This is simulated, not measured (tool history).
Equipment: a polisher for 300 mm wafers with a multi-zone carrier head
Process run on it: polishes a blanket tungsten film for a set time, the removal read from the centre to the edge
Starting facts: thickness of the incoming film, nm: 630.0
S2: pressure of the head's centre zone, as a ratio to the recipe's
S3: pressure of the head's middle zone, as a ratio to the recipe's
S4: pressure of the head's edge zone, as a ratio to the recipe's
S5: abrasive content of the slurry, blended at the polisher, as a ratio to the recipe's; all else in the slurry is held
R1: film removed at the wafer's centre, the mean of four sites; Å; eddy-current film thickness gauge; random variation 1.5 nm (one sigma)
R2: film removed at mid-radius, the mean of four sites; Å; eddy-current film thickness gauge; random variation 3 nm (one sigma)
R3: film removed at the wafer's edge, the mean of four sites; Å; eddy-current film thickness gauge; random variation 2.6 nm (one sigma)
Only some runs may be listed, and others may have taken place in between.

Run 1, hour 0: flow of slurry (ml/min) 215, S2 1, S3 1, S4 1, S5 1, polishing time (s) 43. Result: R1 2452.1 Å, R2 2461.1 Å, R3 2457.5 Å.
Run 2, hour 7.9: flow of slurry (ml/min) 210, S2 1.01, S3 0.98, S4 0.97, S5 0.95, polishing time (s) 43. Result: R1 2435.1 Å, R2 2390.5 Å, R3 2352.2 Å.
Run 3, hour 14.9: flow of slurry (ml/min) 210, S2 1.01, S3 0.98, S4 0.97, S5 0.95, polishing time (s) 54. Result: R1 3098.2 Å, R2 2997.2 Å, R3 2957.1 Å.
Run 4, hour 17.6: flow of slurry (ml/min) 205, S2 1.01, S3 0.95, S4 0.95, S5 0.85, polishing time (s) 53. Result: R1 2956.8 Å, R2 2835.7 Å, R3 2885.9 Å.
Run 5, hour 22.3: flow of slurry (ml/min) 210, S2 1.02, S3 0.94, S4 0.94, S5 0.8, polishing time (s) 51. Result: R1 2803.6 Å, R2 2648.9 Å, R3 2711.5 Å.
Run 6, hour 25.1: flow of slurry (ml/min) 210, S2 1.03, S3 0.93, S4 0.92, S5 0.75, polishing time (s) 50. Result: R1 2779.3 Å, R2 2507.7 Å, R3 2629.8 Å.
Run 7, hour 31.3: flow of slurry (ml/min) 210, S2 1.03, S3 0.94, S4 0.9, S5 0.7, polishing time (s) 49. Result: R1 2714 Å, R2 2494.4 Å, R3 2541.2 Å.

Expected results for the next run?
Run 8, hour 33: flow of slurry (ml/min) 210, S2 1.03, S3 0.94, S4 0.89, S5 0.65, polishing time (s) 48. Result: R1 ?, R2 ?, R3 ?.

R1: 2604.5 Å
R2: 2422.7 Å
R3: 2388.6 Å

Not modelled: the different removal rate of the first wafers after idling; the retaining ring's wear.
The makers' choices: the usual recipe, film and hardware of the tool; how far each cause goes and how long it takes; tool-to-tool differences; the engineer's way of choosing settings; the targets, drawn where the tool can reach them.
